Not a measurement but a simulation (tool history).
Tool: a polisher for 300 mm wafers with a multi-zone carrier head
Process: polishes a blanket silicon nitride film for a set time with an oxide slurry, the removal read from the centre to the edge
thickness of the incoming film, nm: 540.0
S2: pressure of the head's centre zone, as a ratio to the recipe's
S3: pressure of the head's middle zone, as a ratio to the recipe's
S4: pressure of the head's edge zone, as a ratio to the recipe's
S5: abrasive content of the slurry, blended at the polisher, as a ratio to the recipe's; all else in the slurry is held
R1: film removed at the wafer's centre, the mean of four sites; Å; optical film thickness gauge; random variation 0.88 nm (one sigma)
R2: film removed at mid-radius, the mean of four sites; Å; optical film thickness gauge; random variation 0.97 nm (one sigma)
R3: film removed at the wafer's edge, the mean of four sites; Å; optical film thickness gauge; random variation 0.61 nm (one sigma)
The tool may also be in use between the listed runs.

{"run": 1, "hour": 0.0, "flow of slurry (ml/min)": 210, "S2": 1, "S3": 1, "S4": 1, "S5": 1, "polishing time (s)": 67, "R1": 665.44, "R2": 673.99, "R3": 654.16}
{"run": 2, "hour": 0.7, "flow of slurry (ml/min)": 220, "S2": 1.03, "S3": 1, "S4": 1.03, "S5": 1.05, "polishing time (s)": 67, "R1": 707.68, "R2": 669.78, "R3": 668.03}
{"run": 3, "hour": 2.0, "flow of slurry (ml/min)": 220, "S2": 1.11, "S3": 1, "S4": 1.03, "S5": 1.05, "polishing time (s)": 67, "R1": 764.18, "R2": 668.82, "R3": 675.54}
{"run": 4, "hour": 9.2, "flow of slurry (ml/min)": 220, "S2": 1.11, "S3": 1.05, "S4": 1.03, "S5": 1.05, "polishing time (s)": 67, "R1": 767.08, "R2": 699.69, "R3": 667.62}
{"run": 5, "hour": 17.6, "flow of slurry (ml/min)": 220, "S2": 1.06, "S3": 1.05, "S4": 1.03, "S5": 1.05, "polishing time (s)": 67, "R1": 731.39, "R2": 707.1, "R3": 675.28}
{"run": 6, "hour": 25.8, "flow of slurry (ml/min)": 240, "S2": 1.06, "S3": 1.05, "S4": 1.03, "S5": 1.05, "polishing time (s)": 67, "R1": 742.16, "R2": 700.09, "R3": 683.57}
{"run": 7, "hour": 32.3, "flow of slurry (ml/min)": 250, "S2": 1.07, "S3": 1.06, "S4": 1.05, "S5": 1.1, "polishing time (s)": 67, "R1": 745.42, "R2": 730.42, "R3": 699.67}
{"run": 8, "hour": 33.8, "flow of slurry (ml/min)": 255, "S2": 1.09, "S3": 1.05, "S4": 1.07, "S5": 1.15, "polishing time (s)": 67, "R1": 795.11, "R2": 742.96, "R3": 721.7}
{"run": 9, "hour": 38.8, "flow of slurry (ml/min)": 260, "S2": 1.1, "S3": 1.04, "S4": 1.09, "S5": 1.2, "polishing time (s)": 67, "R1": 817.54, "R2": 744.43, "R3": 740.88}

Run 10 comes next. What will it give?
{"run": 10, "hour": 41.0, "flow of slurry (ml/min)": 265, "S2": 1.1, "S3": 1.04, "S4": 1.11, "S5": 1.2, "polishing time (s)": 67, "R1": "?", "R2": "?", "R3": "?"}

{"run 10": {"R1": 816.08, "R2": 743.44, "R3": 756.97}}
